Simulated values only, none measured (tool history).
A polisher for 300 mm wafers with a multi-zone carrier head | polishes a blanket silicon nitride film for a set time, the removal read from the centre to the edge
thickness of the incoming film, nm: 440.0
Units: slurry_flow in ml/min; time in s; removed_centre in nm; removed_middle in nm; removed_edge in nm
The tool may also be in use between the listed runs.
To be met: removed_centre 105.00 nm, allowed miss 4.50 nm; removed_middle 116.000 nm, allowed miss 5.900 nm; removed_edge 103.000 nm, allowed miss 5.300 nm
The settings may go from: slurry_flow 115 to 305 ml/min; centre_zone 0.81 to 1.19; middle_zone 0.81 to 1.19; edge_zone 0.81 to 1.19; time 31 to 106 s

run	day	slurry_flow	centre_zone	middle_zone	edge_zone	time	removed_centre	removed_middle	removed_edge
1	0.000	195	1.00	1.00	1.00	68	160.34	163.160	158.650
2	0.075	195	1.00	0.95	1.00	68	160.19	155.530	158.780
3	0.400	195	0.99	0.96	0.98	65	156.18	147.710	143.000
4	0.675	190	0.97	0.97	0.98	63	139.89	144.080	139.940
5	0.854	190	0.92	0.97	0.98	63	136.15	146.530	142.520
6	0.900	170	0.92	0.97	0.98	63	134.51	148.030	143.080
7	1.162	170	0.91	0.97	0.96	61	129.32	138.440	136.320
8	1.258	175	0.90	0.98	0.95	59	119.80	135.450	127.370
9	1.550	180	0.93	0.95	0.85	48	105.72	107.520	104.680
10	1.625	180	0.93	0.96	0.85	48	103.89	109.000	101.620

Which of these 5 next moves meets every target?
A	1.700	190	0.99	0.91	0.95	43	?	?	?
B	1.700	255	0.98	0.81	0.93	45	?	?	?
C	1.700	165	0.93	0.82	0.94	49	?	?	?
D	1.700	165	0.99	0.85	0.82	46	?	?	?
E	1.700	190	0.91	0.98	0.81	49	?	?	?

move	removed_centre	removed_middle	removed_edge
A	100.01	95.859	94.443
B	107.21	96.947	100.270
C	104.96	101.310	105.860
D	104.96	97.011	93.387
E	104.72	114.160	100.050
A: further off than the last run
B: further off than the last run
C: further off than the last run
D: further off than the last run
E: meets every target
The right move is E.
